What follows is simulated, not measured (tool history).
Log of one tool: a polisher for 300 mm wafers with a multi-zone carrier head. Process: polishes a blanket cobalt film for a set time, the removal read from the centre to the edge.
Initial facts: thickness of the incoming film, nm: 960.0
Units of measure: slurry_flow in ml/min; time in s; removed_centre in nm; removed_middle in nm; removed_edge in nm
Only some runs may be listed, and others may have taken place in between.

{"run": 1, "day": 0.0, "slurry_flow": 225, "centre_zone": 1, "middle_zone": 1, "edge_zone": 1, "time": 42, "removed_centre": 232.98, "removed_middle": 226.67, "removed_edge": 224.44}
{"run": 2, "day": 0.217, "slurry_flow": 225, "centre_zone": 1, "middle_zone": 1, "edge_zone": 1, "time": 49, "removed_centre": 271.71, "removed_middle": 266.75, "removed_edge": 262.47}
{"run": 3, "day": 0.342, "slurry_flow": 240, "centre_zone": 1.04, "middle_zone": 1, "edge_zone": 1.03, "time": 50, "removed_centre": 294.29, "removed_middle": 273.01, "removed_edge": 275.93}
{"run": 4, "day": 0.4, "slurry_flow": 255, "centre_zone": 1.06, "middle_zone": 1, "edge_zone": 1.04, "time": 50, "removed_centre": 302.68, "removed_middle": 277.55, "removed_edge": 284.47}
{"run": 5, "day": 0.471, "slurry_flow": 270, "centre_zone": 1.08, "middle_zone": 1, "edge_zone": 1.04, "time": 50, "removed_centre": 308.22, "removed_middle": 279.05, "removed_edge": 275.54}
{"run": 6, "day": 0.517, "slurry_flow": 270, "centre_zone": 1.1, "middle_zone": 1, "edge_zone": 1.06, "time": 50, "removed_centre": 311.79, "removed_middle": 284.81, "removed_edge": 282.45}
{"run": 7, "day": 0.571, "slurry_flow": 275, "centre_zone": 1.12, "middle_zone": 0.98, "edge_zone": 1.07, "time": 50, "removed_centre": 314.75, "removed_middle": 274.17, "removed_edge": 279.19}

Run 8 is up next; what results do you expect?
{"run": 8, "day": 0.921, "slurry_flow": 280, "centre_zone": 1.13, "middle_zone": 0.98, "edge_zone": 1.09, "time": 50, "removed_centre": "?", "removed_middle": "?", "removed_edge": "?"}

removed_centre: 327.08 nm
removed_middle: 277.99 nm
removed_edge: 285.15 nm

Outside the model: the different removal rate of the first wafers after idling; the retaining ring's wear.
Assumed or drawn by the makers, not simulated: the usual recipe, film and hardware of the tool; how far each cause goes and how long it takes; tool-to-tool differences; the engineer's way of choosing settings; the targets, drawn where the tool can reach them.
